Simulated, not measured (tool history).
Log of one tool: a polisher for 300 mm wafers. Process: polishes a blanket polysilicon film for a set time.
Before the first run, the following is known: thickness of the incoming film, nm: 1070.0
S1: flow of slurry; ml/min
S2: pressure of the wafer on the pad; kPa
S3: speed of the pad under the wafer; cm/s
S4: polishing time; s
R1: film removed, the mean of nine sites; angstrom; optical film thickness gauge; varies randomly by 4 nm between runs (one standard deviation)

run	day	S1	S2	S3	S4	R1
1	0.000	250	22.8	116	46	5029.0
2	0.362	250	22.8	116	48	5209.7
3	0.454	250	22.8	116	46	5022.1
4	0.529	250	22.1	116	46	4946.5
5	0.892	285	22.1	116	46	5036.1
6	1.158	275	22.1	116	46	5016.6

What does the tool deliver on the next run?
7	1.271	265	22.1	116	46	?

R1: 4961.9 angstrom
